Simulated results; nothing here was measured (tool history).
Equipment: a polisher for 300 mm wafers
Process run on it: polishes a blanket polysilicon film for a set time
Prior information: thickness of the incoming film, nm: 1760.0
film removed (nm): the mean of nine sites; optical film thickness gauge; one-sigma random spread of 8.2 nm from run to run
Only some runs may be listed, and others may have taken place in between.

run  hour  flow of slurry (ml/min)  pressure of the wafer on the pad (psi)  speed of the pad under the wafer (m/s)  polishing time (s)  film removed (nm)
  1   0.0                      260                                     2.5                                    1.26                  93             839.88
  2   2.7                      260                                     3.1                                    1.26                  93            1025.10
  3   4.9                      195                                     3.1                                    1.26                  93             992.31
  4  13.6                      245                                     3.1                                    1.26                  93            1009.40
  5  15.8                      250                                     3.1                                    1.26                  93            1028.10
  6  16.9                      210                                     3.1                                    1.26                  93             975.24

Run 7, settings as shown, results not yet in. Your forecast:
  7  18.6                      230                                     3.1                                    1.26                  93                  ?

film removed (nm): 997.97
